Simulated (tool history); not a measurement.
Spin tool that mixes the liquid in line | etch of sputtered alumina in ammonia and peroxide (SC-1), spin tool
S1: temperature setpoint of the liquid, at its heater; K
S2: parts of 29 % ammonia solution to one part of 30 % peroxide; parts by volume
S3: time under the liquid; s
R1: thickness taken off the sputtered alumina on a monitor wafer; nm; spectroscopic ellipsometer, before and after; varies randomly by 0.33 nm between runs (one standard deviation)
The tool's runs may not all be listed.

| run | day | S1 | S2 | S3 | R1 |
|---|---|---|---|---|---|
| 1 | 0.000 | 327.15 | 0.65 | 295 | 23.026 |
| 2 | 0.242 | 330.65 | 0.65 | 295 | 27.041 |
| 3 | 0.438 | 330.65 | 0.80 | 295 | 28.017 |
| 4 | 0.771 | 330.65 | 0.65 | 295 | 27.453 |
| 5 | 0.850 | 330.65 | 0.65 | 295 | 27.550 |
| 6 | 1.200 | 333.15 | 0.65 | 295 | 31.577 |
| 7 | 1.567 | 334.65 | 0.65 | 295 | 34.111 |
| 8 | 1.721 | 335.65 | 0.65 | 295 | 35.658 |
| 9 | 1.971 | 335.65 | 0.65 | 295 | 35.311 |
| 10 | 2.079 | 336.65 | 0.65 | 295 | 37.121 |

What does the tool deliver on the next run?
| 11 | 2.150 | 337.15 | 0.65 | 295 | ? |

Logged for run 11: R1 38.317 nm.
